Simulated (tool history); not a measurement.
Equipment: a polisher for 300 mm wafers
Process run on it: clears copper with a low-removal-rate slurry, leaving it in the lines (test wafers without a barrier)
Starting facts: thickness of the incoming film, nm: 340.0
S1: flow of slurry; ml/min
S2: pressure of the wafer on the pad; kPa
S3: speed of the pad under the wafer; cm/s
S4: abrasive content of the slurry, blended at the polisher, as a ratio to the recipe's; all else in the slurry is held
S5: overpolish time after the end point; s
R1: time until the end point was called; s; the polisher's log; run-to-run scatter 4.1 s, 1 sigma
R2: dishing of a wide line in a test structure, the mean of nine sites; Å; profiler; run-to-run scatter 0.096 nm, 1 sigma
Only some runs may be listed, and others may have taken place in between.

run  hour   S1    S2   S3    S4  S5       R1       R2
  1   0.0  140  22.8  134  1.00  13   74.293  347.860
  2   3.3  125  19.3  114  0.85  11  107.040  222.780
  3   9.1  115  16.5  100  0.75   9  152.700  140.250
  4  12.6  150  16.5  100  0.75   9  143.590  155.490
  5  19.0  130  15.2   96  0.70   8  170.220  116.510
  6  19.6  120  13.8  100  0.65   7  184.250   96.765
  7  24.0   85  10.3  108  0.50   4  289.630   37.824
  8  25.0   90  11.0  114  0.50   4  247.420   41.841
  9  31.2   95  11.0  116  0.50   4  244.180   43.305
 10  32.0  100  11.0  118  0.50   4  233.330   44.507
 11  33.4  100  11.0  118  0.50   4  234.290   44.695

For run 12, what comes out?
 12  35.8  105  11.0  120  0.50   4   ?   ?

Run 12 gave R1 234.640 s, R2 44.545 Å.

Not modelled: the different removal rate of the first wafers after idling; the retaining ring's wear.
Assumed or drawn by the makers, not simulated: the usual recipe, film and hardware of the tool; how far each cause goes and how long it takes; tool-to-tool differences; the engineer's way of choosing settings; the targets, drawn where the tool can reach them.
